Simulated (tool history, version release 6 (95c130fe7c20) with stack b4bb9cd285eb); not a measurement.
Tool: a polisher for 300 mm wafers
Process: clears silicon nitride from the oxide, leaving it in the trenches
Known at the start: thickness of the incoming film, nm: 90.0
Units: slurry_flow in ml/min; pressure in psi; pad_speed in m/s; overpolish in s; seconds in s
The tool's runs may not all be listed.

{"run": 1, "day": 0.0, "slurry_flow": 250, "pressure": 1.7, "pad_speed": 1.0, "overpolish": 25, "seconds": 170.25}
{"run": 2, "day": 0.083, "slurry_flow": 250, "pressure": 1.9, "pad_speed": 1.0, "overpolish": 25, "seconds": 153.36}
{"run": 3, "day": 0.242, "slurry_flow": 250, "pressure": 1.9, "pad_speed": 1.0, "overpolish": 25, "seconds": 152.69}
{"run": 4, "day": 0.296, "slurry_flow": 250, "pressure": 1.9, "pad_speed": 1.0, "overpolish": 27, "seconds": 148.98}
{"run": 5, "day": 0.529, "slurry_flow": 250, "pressure": 2.0, "pad_speed": 1.0, "overpolish": 27, "seconds": 145.03}
{"run": 6, "day": 0.662, "slurry_flow": 290, "pressure": 2.0, "pad_speed": 1.0, "overpolish": 27, "seconds": 141.5}
{"run": 7, "day": 0.954, "slurry_flow": 290, "pressure": 2.1, "pad_speed": 1.0, "overpolish": 27, "seconds": 135.7}

Run 8 comes next. What will it give?
{"run": 8, "day": 1.033, "slurry_flow": 290, "pressure": 2.2, "pad_speed": 1.0, "overpolish": 27, "seconds": "?"}

Run 8 gave seconds 128.92 s.

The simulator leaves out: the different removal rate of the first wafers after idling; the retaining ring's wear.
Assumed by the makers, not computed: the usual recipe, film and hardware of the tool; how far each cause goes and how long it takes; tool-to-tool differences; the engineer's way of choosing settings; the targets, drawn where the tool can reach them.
